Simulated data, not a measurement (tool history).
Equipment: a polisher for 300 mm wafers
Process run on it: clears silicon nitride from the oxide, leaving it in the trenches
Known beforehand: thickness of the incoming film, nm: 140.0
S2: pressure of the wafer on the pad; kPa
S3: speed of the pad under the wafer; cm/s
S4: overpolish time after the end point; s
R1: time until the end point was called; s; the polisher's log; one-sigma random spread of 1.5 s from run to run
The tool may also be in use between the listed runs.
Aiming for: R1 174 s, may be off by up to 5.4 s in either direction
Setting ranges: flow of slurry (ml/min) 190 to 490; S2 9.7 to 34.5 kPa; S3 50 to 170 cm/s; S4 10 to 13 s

Run 1, day 0: flow of slurry (ml/min) 315, S2 22.1 kPa, S3 110 cm/s, S4 13 s. Result: R1 120.02 s.
Run 2, day 0.188: flow of slurry (ml/min) 315, S2 20 kPa, S3 110 cm/s, S4 13 s. Result: R1 129.11 s.
Run 3, day 0.308: flow of slurry (ml/min) 315, S2 20 kPa, S3 110 cm/s, S4 13 s. Result: R1 129.11 s.
Run 4, day 0.658: flow of slurry (ml/min) 315, S2 17.9 kPa, S3 110 cm/s, S4 13 s. Result: R1 137.04 s.
Run 5, day 0.704: flow of slurry (ml/min) 315, S2 17.9 kPa, S3 124 cm/s, S4 13 s. Result: R1 125.9 s.
Run 6, day 0.788: flow of slurry (ml/min) 315, S2 15.9 kPa, S3 124 cm/s, S4 13 s. Result: R1 134.12 s.
Run 7, day 1.042: flow of slurry (ml/min) 315, S2 14.5 kPa, S3 122 cm/s, S4 13 s. Result: R1 142.86 s.
Run 8, day 1.4: flow of slurry (ml/min) 315, S2 13.1 kPa, S3 122 cm/s, S4 13 s. Result: R1 149 s.
Run 9, day 1.458: flow of slurry (ml/min) 315, S2 12.4 kPa, S3 120 cm/s, S4 13 s. Result: R1 157.76 s.
Run 10, day 1.725: flow of slurry (ml/min) 315, S2 11.7 kPa, S3 120 cm/s, S4 13 s. Result: R1 158.18 s.
Run 11, day 1.758: flow of slurry (ml/min) 315, S2 11 kPa, S3 120 cm/s, S4 13 s. Result: R1 164.24 s.

5 candidate next runs follow, results not yet known. Just one meets every target within its allowed miss. Identify it.
Run A, day 1.792: flow of slurry (ml/min) 300, S2 12.4 kPa, S3 124 cm/s, S4 13 s. Result: R1 ?.
Run B, day 1.792: flow of slurry (ml/min) 275, S2 16.5 kPa, S3 78 cm/s, S4 13 s. Result: R1 ?.
Run C, day 1.792: flow of slurry (ml/min) 315, S2 13.8 kPa, S3 118 cm/s, S4 10 s. Result: R1 ?.
Run D, day 1.792: flow of slurry (ml/min) 240, S2 13.1 kPa, S3 116 cm/s, S4 10 s. Result: R1 ?.
Run E, day 1.792: flow of slurry (ml/min) 345, S2 9.7 kPa, S3 120 cm/s, S4 13 s. Result: R1 ?.

move      R1
   A  152.78
   B  188.46
   C  149.74
   D  161.76
   E  173.49
A: moves away from the targets compared with the last run
B: takes the result that was furthest off past its target
C: moves away from the targets compared with the last run
D: moves away from the targets compared with the last run
E: in spec on every target
Go with E: it meets all targets.
